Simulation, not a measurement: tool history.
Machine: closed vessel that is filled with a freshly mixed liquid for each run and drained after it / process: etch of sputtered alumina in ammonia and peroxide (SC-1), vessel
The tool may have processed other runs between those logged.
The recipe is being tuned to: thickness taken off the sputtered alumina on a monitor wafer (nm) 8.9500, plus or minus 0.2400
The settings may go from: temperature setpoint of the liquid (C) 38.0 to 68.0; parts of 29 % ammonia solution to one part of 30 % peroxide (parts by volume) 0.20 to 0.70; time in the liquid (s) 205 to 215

run	hour	temperature setpoint of the liquid (C)	parts of 29 % ammonia solution to one part of 30 % peroxide (parts by volume)	time in the liquid (s)	thickness taken off the sputtered alumina on a monitor wafer (nm)
1	0.0	52.0	0.40	205	13.3870
2	3.5	46.0	0.40	205	9.4831
3	8.9	49.5	0.40	205	11.4240
4	10.4	46.5	0.40	205	9.8192
5	16.5	46.5	0.35	205	9.5688
6	18.6	52.5	0.35	205	13.3160
# hour 25.3: thermometer replaced
7	25.3	50.5	0.35	205	13.7140
8	26.2	49.0	0.35	205	12.5150
9	34.2	47.5	0.35	205	11.7070
10	36.0	46.0	0.35	205	10.7000
11	39.7	42.0	0.35	205	8.4239

4 next moves are on the table. One of them brings every result within its allowed miss. Which?
A	43.4	41.5	0.35	210	?
B	43.4	41.0	0.45	215	?
C	43.4	42.0	0.35	215	?
D	43.4	43.0	0.35	215	?

move	thickness taken off the sputtered alumina on a monitor wafer (nm)
A	8.4692
B	8.6252
C	8.9273
D	9.4602
A: nearer the targets than the last run, but a result is still out of spec
B: nearer the targets than the last run, but a result is still out of spec
C: every result lands within tolerance
D: the result that was furthest off in the last run now lies on the other side of its target
C is the move that brings every result within its allowed miss.
